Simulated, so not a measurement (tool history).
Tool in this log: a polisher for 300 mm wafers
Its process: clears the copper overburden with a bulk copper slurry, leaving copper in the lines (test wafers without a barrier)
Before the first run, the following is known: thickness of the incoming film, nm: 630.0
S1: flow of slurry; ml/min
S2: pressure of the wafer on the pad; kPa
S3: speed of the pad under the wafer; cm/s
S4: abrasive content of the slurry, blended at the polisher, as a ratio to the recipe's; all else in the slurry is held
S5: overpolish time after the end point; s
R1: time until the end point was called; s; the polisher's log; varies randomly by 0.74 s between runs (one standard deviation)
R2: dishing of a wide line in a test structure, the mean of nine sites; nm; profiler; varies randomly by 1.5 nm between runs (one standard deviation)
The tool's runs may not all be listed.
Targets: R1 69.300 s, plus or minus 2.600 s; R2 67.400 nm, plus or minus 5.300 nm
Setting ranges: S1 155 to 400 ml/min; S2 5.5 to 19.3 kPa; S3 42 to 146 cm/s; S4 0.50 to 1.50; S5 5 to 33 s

{"run": 1, "hour": 0.0, "S1": 255, "S2": 12.4, "S3": 94, "S4": 1.0, "S5": 17, "R1": 115.2, "R2": 39.913}
{"run": 2, "hour": 7.8, "S1": 255, "S2": 13.1, "S3": 94, "S4": 1.0, "S5": 18, "R1": 109.48, "R2": 46.678}
{"run": 3, "hour": 13.7, "S1": 255, "S2": 13.1, "S3": 94, "S4": 1.0, "S5": 24, "R1": 107.94, "R2": 50.413}
{"run": 4, "hour": 21.5, "S1": 230, "S2": 13.1, "S3": 94, "S4": 1.0, "S5": 24, "R1": 111.96, "R2": 50.736}
{"run": 5, "hour": 22.0, "S1": 230, "S2": 13.1, "S3": 94, "S4": 0.8, "S5": 24, "R1": 117.47, "R2": 49.715}
{"run": 6, "hour": 29.6, "S1": 265, "S2": 13.1, "S3": 94, "S4": 0.8, "S5": 24, "R1": 114.46, "R2": 52.064}
{"run": 7, "hour": 36.3, "S1": 270, "S2": 13.8, "S3": 94, "S4": 0.8, "S5": 23, "R1": 109.28, "R2": 51.159}
{"run": 8, "hour": 40.3, "S1": 275, "S2": 14.5, "S3": 94, "S4": 0.8, "S5": 23, "R1": 102.83, "R2": 55.624}

Consider the 4 candidate settings below. Which is the only one whose results all fall within their allowed miss of target?
{"run": "A", "hour": 44.3, "S1": 290, "S2": 16.5, "S3": 122, "S4": 0.85, "S5": 23, "R1": "?", "R2": "?"}
{"run": "B", "hour": 44.3, "S1": 240, "S2": 18.6, "S3": 138, "S4": 1.05, "S5": 12, "R1": "?", "R2": "?"}
{"run": "C", "hour": 44.3, "S1": 325, "S2": 13.8, "S3": 144, "S4": 1.0, "S5": 12, "R1": "?", "R2": "?"}
{"run": "D", "hour": 44.3, "S1": 275, "S2": 15.9, "S3": 110, "S4": 0.85, "S5": 14, "R1": "?", "R2": "?"}

move=A R1=70.642 R2=66.684
move=B R1=54.828 R2=57.313
move=C R1=69.088 R2=47.944
move=D R1=81.566 R2=48.722
A: all results land within tolerance of their targets
B: carries the result that was furthest off beyond its target, to the other side
C: the worst result of the last run now meets its target, but another is out of spec
D: better than the last run, though not everything is in spec
The right move is A.

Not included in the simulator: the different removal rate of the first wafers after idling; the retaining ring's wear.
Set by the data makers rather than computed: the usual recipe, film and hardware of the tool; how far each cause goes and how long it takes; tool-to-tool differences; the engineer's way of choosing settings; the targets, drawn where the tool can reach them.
